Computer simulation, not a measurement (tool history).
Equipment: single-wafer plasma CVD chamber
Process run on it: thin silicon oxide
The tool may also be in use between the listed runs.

| run | hour | heater temperature setpoint (°C) | chamber pressure (mTorr) | RF power (kW) | deposition time (s) | mean film thickness on the monitor wafer (nm) |
|---|---|---|---|---|---|---|
| 1 | 0 | 390 | 639 | 0.26 | 6.45 | 7.9398 |
| 2 | 5.5 | 390 | 624 | 0.26 | 6.45 | 7.7578 |
| 3 | 6.1 | 390 | 624 | 0.26 | 6.45 | 7.7453 |
| 4 | 13.9 | 390 | 611 | 0.26 | 6.45 | 7.5804 |
| 5 | 15.6 | 390 | 611 | 0.26 | 6.45 | 7.5928 |
| 6 | 17.2 | 390 | 611 | 0.285 | 6.45 | 7.8317 |
| 7 | 17.7 | 390 | 597 | 0.285 | 6.45 | 7.6681 |

Run 8 has not been measured yet. What should we expect?
| 8 | 22.7 | 390 | 597 | 0.285 | 6.45 | ? |

{"run 8": {"mean film thickness on the monitor wafer (nm)": 7.6607}}

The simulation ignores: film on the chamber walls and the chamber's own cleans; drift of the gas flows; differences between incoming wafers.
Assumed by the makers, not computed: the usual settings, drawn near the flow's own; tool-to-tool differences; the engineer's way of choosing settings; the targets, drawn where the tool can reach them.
